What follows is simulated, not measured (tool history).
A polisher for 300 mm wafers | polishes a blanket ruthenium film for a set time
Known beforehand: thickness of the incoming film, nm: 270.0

| run | hour | flow of slurry (ml/min) | pressure of the wafer on the pad (kPa) | speed of the pad under the wafer (cm/s) | polishing time (s) | film removed (nm) |
|---|---|---|---|---|---|---|
| 1 | 0.0 | 145 | 13.1 | 116 | 111 | 148.26 |
| 2 | 2.9 | 145 | 15.9 | 116 | 111 | 176.39 |
| 3 | 7.0 | 170 | 15.9 | 116 | 111 | 178.82 |
| 4 | 13.0 | 170 | 15.2 | 116 | 111 | 173.82 |
| 5 | 20.5 | 170 | 15.2 | 144 | 111 | 211.55 |
| 6 | 23.9 | 170 | 15.2 | 164 | 111 | 238.86 |
| 7 | 25.4 | 170 | 13.8 | 160 | 111 | 210.85 |

Run 8, settings as shown, results not yet in. Your forecast:
| 8 | 27.1 | 170 | 12.4 | 158 | 111 | ? |

For run 8 the tool returned film removed (nm) 185.04.
